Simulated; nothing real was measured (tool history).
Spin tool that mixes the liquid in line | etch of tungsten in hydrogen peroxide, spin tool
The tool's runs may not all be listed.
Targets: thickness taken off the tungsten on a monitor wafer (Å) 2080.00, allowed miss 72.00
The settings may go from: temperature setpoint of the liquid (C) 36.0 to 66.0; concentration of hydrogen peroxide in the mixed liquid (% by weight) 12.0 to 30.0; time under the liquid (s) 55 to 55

| run | hour | temperature setpoint of the liquid (C) | concentration of hydrogen peroxide in the mixed liquid (% by weight) | time under the liquid (s) | thickness taken off the tungsten on a monitor wafer (Å) |
|---|---|---|---|---|---|
| 1 | 0.0 | 52.0 | 20.5 | 55 | 961.49 |
| 2 | 4.8 | 52.0 | 20.5 | 55 | 945.72 |
| 3 | 6.3 | 52.0 | 20.5 | 55 | 957.33 |
| 4 | 12.0 | 52.0 | 20.5 | 55 | 960.95 |
| 5 | 19.3 | 52.0 | 20.5 | 55 | 958.77 |
| 6 | 23.1 | 52.0 | 20.5 | 55 | 964.45 |
| 7 | 25.7 | 52.0 | 20.5 | 55 | 957.81 |
| 8 | 29.0 | 55.5 | 20.5 | 55 | 1179.50 |
| 9 | 30.7 | 58.0 | 20.5 | 55 | 1380.20 |
| 10 | 32.9 | 60.0 | 20.5 | 55 | 1558.60 |
| 11 | 39.0 | 61.5 | 20.5 | 55 | 1702.70 |
| 12 | 44.2 | 62.5 | 20.5 | 55 | 1794.60 |
| 13 | 51.1 | 63.0 | 20.5 | 55 | 1839.50 |
| 14 | 53.1 | 63.5 | 20.5 | 55 | 1917.20 |
| 15 | 57.5 | 64.0 | 20.5 | 55 | 1952.00 |

Which of these 5 next moves meets every target?
| A | 61.9 | 61.5 | 22.0 | 55 | ? |
| B | 61.9 | 61.0 | 24.0 | 55 | ? |
| C | 61.9 | 62.5 | 22.0 | 55 | ? |
| D | 61.9 | 62.5 | 18.5 | 55 | ? |
| E | 61.9 | 65.0 | 20.5 | 55 | ? |

| move | thickness taken off the tungsten on a monitor wafer (Å) |
|---|---|
| A | 1746.50 |
| B | 1772.00 |
| C | 1850.50 |
| D | 1696.90 |
| E | 2060.90 |
A: further off than the last run
B: further off than the last run
C: further off than the last run
D: further off than the last run
E: meets every target
Answer: E
